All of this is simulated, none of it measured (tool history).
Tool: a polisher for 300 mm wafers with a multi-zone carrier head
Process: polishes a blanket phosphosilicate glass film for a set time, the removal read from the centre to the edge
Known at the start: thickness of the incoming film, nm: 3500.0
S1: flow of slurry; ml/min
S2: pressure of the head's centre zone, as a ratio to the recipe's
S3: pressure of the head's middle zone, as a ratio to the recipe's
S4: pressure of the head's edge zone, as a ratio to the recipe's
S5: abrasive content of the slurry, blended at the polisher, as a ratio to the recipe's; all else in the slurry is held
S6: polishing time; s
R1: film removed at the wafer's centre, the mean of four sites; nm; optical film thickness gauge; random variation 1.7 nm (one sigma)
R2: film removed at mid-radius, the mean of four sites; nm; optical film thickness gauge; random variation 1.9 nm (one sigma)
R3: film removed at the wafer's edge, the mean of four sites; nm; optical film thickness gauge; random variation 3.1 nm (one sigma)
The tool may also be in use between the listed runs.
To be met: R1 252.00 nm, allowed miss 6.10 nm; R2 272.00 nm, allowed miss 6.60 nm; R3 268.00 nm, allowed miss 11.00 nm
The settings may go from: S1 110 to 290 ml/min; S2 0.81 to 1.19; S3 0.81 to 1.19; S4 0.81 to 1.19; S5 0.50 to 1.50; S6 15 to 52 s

run,day,S1,S2,S3,S4,S5,S6,R1,R2,R3
1,0.000,185,1.00,1.00,1.00,1.00,33,372.82,385.27,389.55
2,0.092,185,0.96,1.00,1.00,1.00,33,357.40,384.50,383.18
3,0.412,175,0.93,0.96,0.94,0.85,33,311.64,341.23,334.99
4,0.442,175,0.87,0.96,0.94,0.85,33,286.87,341.42,332.13
5,0.542,165,0.87,0.92,0.90,0.80,33,277.19,313.08,308.08
6,0.583,155,0.86,0.90,0.87,0.80,33,267.30,308.85,304.05
7,0.629,155,0.87,0.88,0.85,0.75,33,261.47,290.09,291.35
8,0.704,155,0.87,0.88,0.85,0.75,33,258.11,287.49,282.85
# day 0.942: centre zone pressure recalibrated
9,0.942,145,0.88,0.87,0.84,0.75,33,278.67,284.14,287.94
10,1.192,145,0.88,0.87,0.84,0.75,33,274.59,282.90,286.62
11,1.271,125,0.85,0.89,0.81,0.65,33,228.54,246.52,248.78
12,1.608,140,0.86,0.89,0.82,0.65,33,237.20,254.81,247.16

5 next moves are on the table. One of them brings every result within its allowed miss. Which?
A,1.946,135,0.86,0.91,0.83,0.60,38,?,?,?
B,1.946,120,0.94,0.82,0.89,0.70,31,?,?,?
C,1.946,130,1.00,0.87,0.81,0.60,34,?,?,?
D,1.946,195,0.91,0.95,0.81,0.50,40,?,?,?
E,1.946,130,0.91,0.93,0.83,0.70,34,?,?,?

move,R1,R2,R3
A,251.94,274.01,267.48
B,250.38,234.11,252.65
C,260.32,236.54,235.99
D,248.16,259.95,240.65
E,270.64,282.07,272.13
A: meets every target
B: further off than the last run
C: further off than the last run
D: as far off as the last run
E: takes the result that was furthest off past its target
Answer: A

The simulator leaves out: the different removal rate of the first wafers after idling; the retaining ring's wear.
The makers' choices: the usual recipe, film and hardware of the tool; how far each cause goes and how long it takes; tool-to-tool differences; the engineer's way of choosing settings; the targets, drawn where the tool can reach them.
